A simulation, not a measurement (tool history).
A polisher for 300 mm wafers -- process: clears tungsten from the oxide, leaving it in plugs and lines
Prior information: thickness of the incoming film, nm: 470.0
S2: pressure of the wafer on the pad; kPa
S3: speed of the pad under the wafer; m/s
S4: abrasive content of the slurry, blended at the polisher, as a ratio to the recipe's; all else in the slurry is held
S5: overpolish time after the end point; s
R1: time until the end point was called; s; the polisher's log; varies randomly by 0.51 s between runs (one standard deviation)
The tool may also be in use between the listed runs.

Run 1, day 0.000: flow of slurry (ml/min) 155, S2 33.1 kPa, S3 1.12 m/s, S4 1.00, S5 28 s. Result: R1 75.578 s.
Run 2, day 0.042: flow of slurry (ml/min) 160, S2 35.2 kPa, S3 1.12 m/s, S4 1.00, S5 28 s. Result: R1 71.384 s.
Run 3, day 0.308: flow of slurry (ml/min) 160, S2 37.2 kPa, S3 1.12 m/s, S4 1.00, S5 28 s. Result: R1 68.911 s.
Run 4, day 0.629: flow of slurry (ml/min) 175, S2 37.2 kPa, S3 1.12 m/s, S4 1.00, S5 28 s. Result: R1 67.670 s.
Run 5, day 0.942: flow of slurry (ml/min) 175, S2 37.2 kPa, S3 0.84 m/s, S4 1.00, S5 28 s. Result: R1 89.765 s.
Run 6, day 0.992: flow of slurry (ml/min) 175, S2 37.2 kPa, S3 0.84 m/s, S4 0.85, S5 28 s. Result: R1 96.051 s.
Run 7, day 1.271: flow of slurry (ml/min) 175, S2 40.0 kPa, S3 0.88 m/s, S4 0.85, S5 28 s. Result: R1 86.167 s.

Predict the results of run 8:
Run 8, day 1.338: flow of slurry (ml/min) 195, S2 49.6 kPa, S3 1.08 m/s, S4 0.85, S5 28 s. Result: R1 ?.

R1: 57.631 s
